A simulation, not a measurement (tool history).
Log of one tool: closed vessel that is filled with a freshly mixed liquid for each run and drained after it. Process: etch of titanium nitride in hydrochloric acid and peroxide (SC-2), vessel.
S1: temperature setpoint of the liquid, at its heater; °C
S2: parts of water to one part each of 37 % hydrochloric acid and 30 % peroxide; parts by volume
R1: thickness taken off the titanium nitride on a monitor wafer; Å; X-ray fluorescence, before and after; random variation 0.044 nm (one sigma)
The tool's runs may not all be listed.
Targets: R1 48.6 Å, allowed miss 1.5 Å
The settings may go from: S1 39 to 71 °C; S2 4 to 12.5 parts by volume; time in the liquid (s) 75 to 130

{"run": 1, "hour": 0.0, "S1": 55, "S2": 7, "time in the liquid (s)": 130, "R1": 80.145}
{"run": 2, "hour": 3.7, "S1": 53.5, "S2": 7, "time in the liquid (s)": 130, "R1": 72.85}
{"run": 3, "hour": 11.4, "S1": 52.5, "S2": 7, "time in the liquid (s)": 130, "R1": 67.633}
{"run": 4, "hour": 19.3, "S1": 51.5, "S2": 7, "time in the liquid (s)": 130, "R1": 62.566}
{"run": 5, "hour": 25.6, "S1": 51.5, "S2": 7, "time in the liquid (s)": 75, "R1": 36.064}
{"run": 6, "hour": 29.0, "S1": 58, "S2": 7, "time in the liquid (s)": 75, "R1": 55.946}
{"run": 7, "hour": 32.0, "S1": 57.5, "S2": 7, "time in the liquid (s)": 75, "R1": 54.13}
{"run": 8, "hour": 39.7, "S1": 57, "S2": 7, "time in the liquid (s)": 75, "R1": 52.934}
{"run": 9, "hour": 41.3, "S1": 56.5, "S2": 7, "time in the liquid (s)": 75, "R1": 50.554}

5 next moves are on the table. One of them brings every result within its allowed miss. Which?
{"run": "A", "hour": 42.9, "S1": 54.5, "S2": 7, "time in the liquid (s)": 90, "R1": "?"}
{"run": "B", "hour": 42.9, "S1": 50.5, "S2": 7, "time in the liquid (s)": 100, "R1": "?"}
{"run": "C", "hour": 42.9, "S1": 49.5, "S2": 6, "time in the liquid (s)": 100, "R1": "?"}
{"run": "D", "hour": 42.9, "S1": 51.5, "S2": 6.5, "time in the liquid (s)": 100, "R1": "?"}
{"run": "E", "hour": 42.9, "S1": 49, "S2": 8, "time in the liquid (s)": 120, "R1": "?"}

move=A R1=52.483
move=B R1=44.845
move=C R1=47.197
move=D R1=50.736
move=E R1=43.816
A: further off than the last run
B: takes the result that was furthest off past its target
C: meets every target
D: further off than the last run
E: takes the result that was furthest off past its target
Move C is the one to make.

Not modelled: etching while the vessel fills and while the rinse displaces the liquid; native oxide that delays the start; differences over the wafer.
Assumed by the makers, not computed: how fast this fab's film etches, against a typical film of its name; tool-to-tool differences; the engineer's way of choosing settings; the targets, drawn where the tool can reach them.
